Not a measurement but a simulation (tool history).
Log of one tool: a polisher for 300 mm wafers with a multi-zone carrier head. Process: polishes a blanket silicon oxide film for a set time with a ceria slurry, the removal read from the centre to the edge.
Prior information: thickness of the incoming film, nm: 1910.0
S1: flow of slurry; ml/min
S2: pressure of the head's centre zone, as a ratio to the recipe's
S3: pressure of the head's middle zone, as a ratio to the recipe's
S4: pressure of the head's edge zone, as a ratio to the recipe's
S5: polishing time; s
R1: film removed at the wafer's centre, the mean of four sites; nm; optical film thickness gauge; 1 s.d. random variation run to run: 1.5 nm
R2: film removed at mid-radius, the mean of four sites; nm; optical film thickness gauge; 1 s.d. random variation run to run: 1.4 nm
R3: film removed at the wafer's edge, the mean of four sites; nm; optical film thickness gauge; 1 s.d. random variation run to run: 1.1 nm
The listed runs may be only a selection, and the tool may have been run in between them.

Run 1, day 0.000: S1 320 ml/min, S2 1.00, S3 1.00, S4 1.00, S5 60 s. Result: R1 179.48 nm, R2 183.48 nm, R3 191.52 nm.
Run 2, day 0.138: S1 360 ml/min, S2 1.00, S3 1.00, S4 1.00, S5 60 s. Result: R1 186.81 nm, R2 191.17 nm, R3 189.80 nm.
Run 3, day 0.367: S1 285 ml/min, S2 1.00, S3 1.00, S4 1.00, S5 60 s. Result: R1 186.22 nm, R2 182.25 nm, R3 190.51 nm.
Run 4, day 0.458: S1 285 ml/min, S2 1.00, S3 0.94, S4 1.00, S5 60 s. Result: R1 182.29 nm, R2 170.71 nm, R3 192.26 nm.
Run 5, day 0.742: S1 280 ml/min, S2 0.98, S3 0.91, S4 0.98, S5 51 s. Result: R1 154.13 nm, R2 145.48 nm, R3 160.50 nm.
Run 6, day 1.050: S1 260 ml/min, S2 0.96, S3 0.88, S4 1.00, S5 45 s. Result: R1 129.43 nm, R2 124.03 nm, R3 143.70 nm.
Run 7, day 1.112: S1 250 ml/min, S2 0.96, S3 0.86, S4 1.00, S5 42 s. Result: R1 122.10 nm, R2 110.00 nm, R3 131.12 nm.
Run 8, day 1.421: S1 245 ml/min, S2 0.94, S3 0.85, S4 1.00, S5 41 s. Result: R1 111.90 nm, R2 106.38 nm, R3 127.58 nm.

For run 9, what comes out?
Run 9, day 1.483: S1 235 ml/min, S2 0.94, S3 0.84, S4 0.99, S5 40 s. Result: R1 ?, R2 ?, R3 ?.

Run 9 gave R1 109.49 nm, R2 102.62 nm, R3 122.45 nm.
